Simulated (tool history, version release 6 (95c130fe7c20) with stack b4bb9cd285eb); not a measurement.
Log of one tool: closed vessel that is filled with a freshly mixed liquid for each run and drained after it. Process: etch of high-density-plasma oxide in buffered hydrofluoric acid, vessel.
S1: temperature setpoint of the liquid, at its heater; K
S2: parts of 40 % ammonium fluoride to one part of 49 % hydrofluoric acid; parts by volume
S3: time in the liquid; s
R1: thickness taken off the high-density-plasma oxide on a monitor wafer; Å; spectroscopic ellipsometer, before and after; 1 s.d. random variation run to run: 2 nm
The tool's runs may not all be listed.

run,hour,S1,S2,S3,R1
1,0.0,295.15,10.0,100,1312.8
2,4.0,295.15,10.0,110,1446.7
3,11.2,297.15,10.0,110,1611.2
4,14.1,297.15,11.0,110,1464.8
5,21.1,297.65,10.5,110,1580.7
6,23.0,298.15,10.0,110,1697.0
7,30.3,298.65,9.5,110,1806.3
8,35.7,299.15,9.0,110,1928.0
9,39.6,299.65,8.5,110,2089.4
10,44.1,300.15,8.5,110,2148.7
11,51.0,300.65,8.5,110,2222.4
12,59.2,302.15,7.5,110,2752.8

Run 13 is up next; what results do you expect?
13,67.6,302.15,7.5,110,?

{"run 13": {"R1": 2734.5}}

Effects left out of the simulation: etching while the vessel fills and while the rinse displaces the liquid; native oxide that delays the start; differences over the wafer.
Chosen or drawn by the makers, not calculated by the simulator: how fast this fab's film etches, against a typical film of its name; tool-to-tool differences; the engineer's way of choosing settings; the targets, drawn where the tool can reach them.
